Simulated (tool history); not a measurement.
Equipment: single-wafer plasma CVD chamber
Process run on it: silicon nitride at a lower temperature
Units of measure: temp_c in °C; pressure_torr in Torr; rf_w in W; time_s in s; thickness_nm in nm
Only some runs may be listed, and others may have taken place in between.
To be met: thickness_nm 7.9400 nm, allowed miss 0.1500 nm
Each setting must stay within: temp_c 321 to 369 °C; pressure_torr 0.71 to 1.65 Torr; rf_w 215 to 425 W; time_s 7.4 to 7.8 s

run  hour  temp_c  pressure_torr  rf_w  time_s  thickness_nm
  1   0.0     345           1.18   320     7.8        8.7615
  2   4.6     345           1.11   315     7.8        8.6365
  3   7.3     345           1.21   315     7.8        8.7578
  4  15.2     345           1.39   315     7.8        9.0773
  5  23.4     345           1.29   310     7.8        8.8480
  6  31.2     345           1.29   310     7.8        8.8210
     32.9  -- capacitance manometer re-zeroed and calibrated
  7  32.9     345           1.21   305     7.8        8.4577
  8  37.5     345           1.17   305     7.8        8.3610

Exercise: of the 5 proposed moves below, exactly one satisfies all targets within the stated allowed misses. Which move is it?
  A  42.1     349           1.36   335     7.5             ?
  B  42.1     364           1.32   345     7.4             ?
  C  42.1     356           1.17   295     7.6             ?
  D  42.1     357           1.11   335     7.8             ?
  E  42.1     346           1.15   315     7.8             ?

move  thickness_nm
   A        9.0477
   B        8.9977
   C        7.9392
   D        8.8908
   E        8.5941
A: misses by more than the last run did
B: misses by more than the last run did
C: every result within its allowed miss
D: misses by more than the last run did
E: misses by more than the last run did
Correct choice: C, which meets every target

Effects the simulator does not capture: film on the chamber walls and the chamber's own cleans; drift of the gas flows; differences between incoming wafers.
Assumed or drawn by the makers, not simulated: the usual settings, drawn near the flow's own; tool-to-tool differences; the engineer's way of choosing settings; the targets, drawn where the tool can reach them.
